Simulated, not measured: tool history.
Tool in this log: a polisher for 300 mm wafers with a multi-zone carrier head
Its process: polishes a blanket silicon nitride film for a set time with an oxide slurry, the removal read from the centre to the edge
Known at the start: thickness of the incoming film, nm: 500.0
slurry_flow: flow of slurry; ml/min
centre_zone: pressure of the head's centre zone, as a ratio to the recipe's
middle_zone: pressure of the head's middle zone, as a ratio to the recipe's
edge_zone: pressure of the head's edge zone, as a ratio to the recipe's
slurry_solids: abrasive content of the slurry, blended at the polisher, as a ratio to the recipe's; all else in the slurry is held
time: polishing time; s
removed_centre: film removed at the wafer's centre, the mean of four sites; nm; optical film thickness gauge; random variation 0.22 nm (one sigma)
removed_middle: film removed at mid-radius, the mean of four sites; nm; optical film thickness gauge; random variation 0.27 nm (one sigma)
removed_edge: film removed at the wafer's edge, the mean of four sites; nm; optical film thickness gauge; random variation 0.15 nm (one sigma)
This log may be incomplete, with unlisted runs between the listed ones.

run    day  slurry_flow  centre_zone  middle_zone  edge_zone  slurry_solids  time  removed_centre  removed_middle  removed_edge
  1  0.000          175         1.00         1.00       1.00           1.00    74          37.464          36.276        36.249
  2  0.150          175         1.00         1.00       0.95           1.00    74          37.669          36.392        35.736
  3  0.475          170         1.00         0.99       0.94           0.95    73          36.899          34.805        34.594
  4  0.683          170         1.00         0.99       0.94           0.95    56          28.011          27.009        26.434
  5  1.033          170         1.08         0.99       0.94           0.95    56          29.853          26.334        26.720
  6  1.067          165         1.07         0.98       0.94           0.95    56          29.770          26.109        26.533

Predict the results of run 7:
  7  1.267          160         1.06         0.97       0.94           0.95    56               ?               ?             ?

{"run 7": {"removed_centre": 29.319, "removed_middle": 25.876, "removed_edge": 26.261}}

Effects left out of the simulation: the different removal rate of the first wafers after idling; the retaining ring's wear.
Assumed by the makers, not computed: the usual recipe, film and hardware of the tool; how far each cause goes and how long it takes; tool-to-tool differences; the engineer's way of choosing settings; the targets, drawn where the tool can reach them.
